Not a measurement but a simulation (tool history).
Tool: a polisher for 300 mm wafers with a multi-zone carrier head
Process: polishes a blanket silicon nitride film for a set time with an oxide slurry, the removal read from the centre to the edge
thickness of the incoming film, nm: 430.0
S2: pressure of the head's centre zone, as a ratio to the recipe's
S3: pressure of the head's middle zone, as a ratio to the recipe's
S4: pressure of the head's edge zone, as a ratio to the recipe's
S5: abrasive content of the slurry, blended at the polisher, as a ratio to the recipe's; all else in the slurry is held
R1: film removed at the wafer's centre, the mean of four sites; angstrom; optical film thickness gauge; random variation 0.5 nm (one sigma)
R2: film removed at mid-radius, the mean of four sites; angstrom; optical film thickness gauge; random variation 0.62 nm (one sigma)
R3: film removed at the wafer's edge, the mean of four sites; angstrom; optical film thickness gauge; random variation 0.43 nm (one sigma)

run 1 hour=0.0 | flow_of_slurry_(ml/min)=310 S2=1.00 S3=1.00 S4=1.00 S5=1.00 polishing_time_(s)=63 | R1=520.81 R2=521.09 R3=503.51
run 2 hour=8.3 | flow_of_slurry_(ml/min)=315 S2=0.99 S3=1.02 S4=1.02 S5=1.05 polishing_time_(s)=63 | R1=526.26 R2=533.08 R3=522.46
run 3 hour=11.7 | flow_of_slurry_(ml/min)=320 S2=0.98 S3=1.04 S4=1.03 S5=1.10 polishing_time_(s)=63 | R1=532.96 R2=554.30 R3=527.80
run 4 hour=15.6 | flow_of_slurry_(ml/min)=320 S2=0.98 S3=1.04 S4=1.03 S5=1.10 polishing_time_(s)=51 | R1=434.20 R2=449.81 R3=421.96
run 5 hour=24.1 | flow_of_slurry_(ml/min)=320 S2=0.98 S3=1.04 S4=1.03 S5=1.20 polishing_time_(s)=51 | R1=453.84 R2=462.54 R3=443.71
run 6 hour=25.6 | flow_of_slurry_(ml/min)=315 S2=0.97 S3=1.05 S4=1.04 S5=1.25 polishing_time_(s)=53 | R1=466.95 R2=484.50 R3=470.51

Run 7 comes next. What will it give?
run 7 hour=31.4 | flow_of_slurry_(ml/min)=360 S2=0.96 S3=1.15 S4=1.14 S5=1.50 polishing_time_(s)=65 | R1=? R2=? R3=?

{"run 7": {"R1": 611.69, "R2": 695.13, "R3": 641.28}}
